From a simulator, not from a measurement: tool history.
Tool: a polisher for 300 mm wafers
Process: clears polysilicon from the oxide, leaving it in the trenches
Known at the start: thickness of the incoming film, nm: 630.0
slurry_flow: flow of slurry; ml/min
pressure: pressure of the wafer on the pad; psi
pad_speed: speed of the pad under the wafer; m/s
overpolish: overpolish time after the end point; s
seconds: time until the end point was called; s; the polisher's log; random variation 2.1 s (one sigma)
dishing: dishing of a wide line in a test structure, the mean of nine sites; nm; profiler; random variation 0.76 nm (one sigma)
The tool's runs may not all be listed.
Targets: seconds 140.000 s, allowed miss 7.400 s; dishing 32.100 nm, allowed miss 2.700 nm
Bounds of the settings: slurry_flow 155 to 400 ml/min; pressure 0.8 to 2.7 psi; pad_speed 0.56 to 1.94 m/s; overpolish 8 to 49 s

run  hour  slurry_flow  pressure  pad_speed  overpolish  seconds  dishing
  1   0.0          255       1.7       1.24          25   66.084   35.573
  2   3.6          255       1.9       1.24          25   59.329   35.478
  3  12.3          250       1.5       1.12          21   82.416   35.991
  4  18.9          255       1.3       1.04          25   99.000   36.783
  5  19.9          230       1.2       1.00          19  113.330   34.368
  6  29.0          230       1.2       1.00          29  113.080   37.027
  7  29.7          210       1.1       1.00          22  125.570   36.586
  8  30.9          155       1.0       1.02          10  136.310   25.947

Which of these 5 next moves meets every target?
  A  32.1          220       0.8       1.04          21        ?        ?
  B  32.1          165       1.0       0.86          18        ?        ?
  C  32.1          155       1.0       1.16           8        ?        ?
  D  32.1          155       0.9       0.98          19        ?        ?
  E  32.1          260       1.0       0.96          17        ?        ?

move  seconds  dishing
   A  157.880   32.770
   B  157.440   31.410
   C  123.570   24.649
   D  157.860   31.899
   E  134.080   32.366
A: brings the result that was furthest off to its target, and leaves another outside
B: brings the result that was furthest off to its target, and leaves another outside
C: further off than the last run
D: brings the result that was furthest off to its target, and leaves another outside
E: meets every target
Answer: E

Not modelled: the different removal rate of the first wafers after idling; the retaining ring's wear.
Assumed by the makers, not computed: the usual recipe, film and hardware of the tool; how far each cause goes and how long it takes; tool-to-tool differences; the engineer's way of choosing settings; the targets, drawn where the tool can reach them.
